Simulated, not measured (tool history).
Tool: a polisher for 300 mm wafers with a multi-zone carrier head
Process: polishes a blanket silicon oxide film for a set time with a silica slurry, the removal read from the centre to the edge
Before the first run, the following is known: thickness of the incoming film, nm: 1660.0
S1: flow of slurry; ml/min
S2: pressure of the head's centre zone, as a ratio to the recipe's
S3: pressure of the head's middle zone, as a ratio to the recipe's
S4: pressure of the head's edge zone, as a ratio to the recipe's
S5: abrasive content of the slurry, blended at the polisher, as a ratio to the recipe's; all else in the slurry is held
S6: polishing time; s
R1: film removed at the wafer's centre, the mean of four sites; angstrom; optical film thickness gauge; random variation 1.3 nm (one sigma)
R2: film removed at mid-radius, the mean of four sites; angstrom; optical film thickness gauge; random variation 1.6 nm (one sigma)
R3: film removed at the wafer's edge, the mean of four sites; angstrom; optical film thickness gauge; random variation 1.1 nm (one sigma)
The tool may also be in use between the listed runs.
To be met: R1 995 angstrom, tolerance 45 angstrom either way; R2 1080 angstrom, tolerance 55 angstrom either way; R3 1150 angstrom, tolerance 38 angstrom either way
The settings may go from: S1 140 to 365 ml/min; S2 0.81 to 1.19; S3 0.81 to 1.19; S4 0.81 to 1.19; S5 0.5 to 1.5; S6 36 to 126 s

{"run": 1, "day": 0.0, "S1": 235, "S2": 1, "S3": 1, "S4": 1, "S5": 1, "S6": 81, "R1": 2675.9, "R2": 2568.4, "R3": 2554.1}
{"run": 2, "day": 0.35, "S1": 235, "S2": 1, "S3": 0.92, "S4": 1, "S5": 1, "S6": 81, "R1": 2640.3, "R2": 2371.8, "R3": 2524.8}
{"run": 3, "day": 0.671, "S1": 235, "S2": 1, "S3": 0.92, "S4": 1, "S5": 1, "S6": 89, "R1": 2998.8, "R2": 2660, "R3": 2742.2}
{"run": 4, "day": 0.85, "S1": 185, "S2": 1, "S3": 0.92, "S4": 1, "S5": 1, "S6": 89, "R1": 2822.7, "R2": 2518.8, "R3": 2691.9}
{"run": 5, "day": 1.221, "S1": 185, "S2": 1.08, "S3": 0.92, "S4": 1, "S5": 1, "S6": 89, "R1": 3010.4, "R2": 2568.8, "R3": 2727.8}
{"run": 6, "day": 1.579, "S1": 175, "S2": 1.04, "S3": 0.94, "S4": 0.99, "S5": 0.9, "S6": 79, "R1": 2405.7, "R2": 2120.2, "R3": 2261.7}
{"run": 7, "day": 1.65, "S1": 170, "S2": 1, "S3": 0.96, "S4": 0.99, "S5": 0.8, "S6": 72, "R1": 2023.5, "R2": 1863.7, "R3": 1919}
{"run": 8, "day": 1.754, "S1": 165, "S2": 0.96, "S3": 0.97, "S4": 1.02, "S5": 0.75, "S6": 66, "R1": 1712.4, "R2": 1686.5, "R3": 1727.1}
{"run": 9, "day": 2.046, "S1": 160, "S2": 0.94, "S3": 0.96, "S4": 1.03, "S5": 0.7, "S6": 62, "R1": 1473.1, "R2": 1470.1, "R3": 1564.9}
{"run": 10, "day": 2.371, "S1": 160, "S2": 0.84, "S3": 0.93, "S4": 0.93, "S5": 0.5, "S6": 51, "R1": 908.69, "R2": 947.59, "R3": 1009.9}
{"run": 11, "day": 2.408, "S1": 165, "S2": 0.84, "S3": 0.94, "S4": 0.95, "S5": 0.5, "S6": 51, "R1": 904.44, "R2": 988, "R3": 1016.6}
{"run": 12, "day": 2.654, "S1": 165, "S2": 0.85, "S3": 0.94, "S4": 0.98, "S5": 0.5, "S6": 51, "R1": 929.37, "R2": 980.75, "R3": 1048.9}
{"run": 13, "day": 2.942, "S1": 165, "S2": 0.86, "S3": 0.95, "S4": 1, "S5": 0.5, "S6": 51, "R1": 927.11, "R2": 997.71, "R3": 1051.4}
{"run": 14, "day": 3.067, "S1": 165, "S2": 0.87, "S3": 0.96, "S4": 1.02, "S5": 0.5, "S6": 51, "R1": 956.51, "R2": 990.91, "R3": 1039.9}

Pick the move, out of 4, that brings all results within their allowed miss; only one does.
{"run": "A", "day": 3.192, "S1": 215, "S2": 0.94, "S3": 1.11, "S4": 0.92, "S5": 0.5, "S6": 45, "R1": "?", "R2": "?", "R3": "?"}
{"run": "B", "day": 3.192, "S1": 185, "S2": 0.95, "S3": 1.07, "S4": 1, "S5": 0.5, "S6": 50, "R1": "?", "R2": "?", "R3": "?"}
{"run": "C", "day": 3.192, "S1": 220, "S2": 0.85, "S3": 1.14, "S4": 1, "S5": 0.5, "S6": 45, "R1": "?", "R2": "?", "R3": "?"}
{"run": "D", "day": 3.192, "S1": 145, "S2": 0.83, "S3": 0.95, "S4": 0.99, "S5": 0.55, "S6": 54, "R1": "?", "R2": "?", "R3": "?"}

move=A R1=946.91 R2=1054.5 R3=931.18
move=B R1=1034.2 R2=1108.8 R3=1058.3
move=C R1=868.06 R2=1082.8 R3=970.64
move=D R1=993.38 R2=1096.3 R3=1168.1
A: lands further from the targets than the last run did
B: nearer than the last run, and not there yet
C: lands further from the targets than the last run did
D: each result inside its tolerance
So the answer is move D, the one that meets all the targets.
